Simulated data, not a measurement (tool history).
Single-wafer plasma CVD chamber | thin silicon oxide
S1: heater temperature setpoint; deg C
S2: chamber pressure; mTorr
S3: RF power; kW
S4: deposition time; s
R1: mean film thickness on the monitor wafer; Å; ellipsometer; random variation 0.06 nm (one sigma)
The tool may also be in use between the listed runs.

{"run": 1, "day": 0.0, "S1": 425, "S2": 979, "S3": 0.365, "S4": 11.66, "R1": 263.36}
{"run": 2, "day": 0.321, "S1": 425, "S2": 878, "S3": 0.355, "S4": 11.66, "R1": 234.09}
{"run": 3, "day": 0.612, "S1": 425, "S2": 816, "S3": 0.355, "S4": 11.66, "R1": 216.26}
{"run": 4, "day": 0.717, "S1": 425, "S2": 780, "S3": 0.355, "S4": 11.66, "R1": 203.1}
{"run": 5, "day": 0.771, "S1": 416, "S2": 780, "S3": 0.355, "S4": 11.66, "R1": 205.17}
{"run": 6, "day": 0.992, "S1": 416, "S2": 757, "S3": 0.355, "S4": 11.66, "R1": 198.02}
{"run": 7, "day": 1.267, "S1": 415, "S2": 743, "S3": 0.355, "S4": 11.66, "R1": 192.46}
{"run": 8, "day": 1.304, "S1": 413, "S2": 738, "S3": 0.355, "S4": 11.66, "R1": 191.21}

Run 9 comes next. What will it give?
{"run": 9, "day": 1.371, "S1": 411, "S2": 734, "S3": 0.355, "S4": 11.66, "R1": "?"}

Run 9 gave R1 190.35 Å.
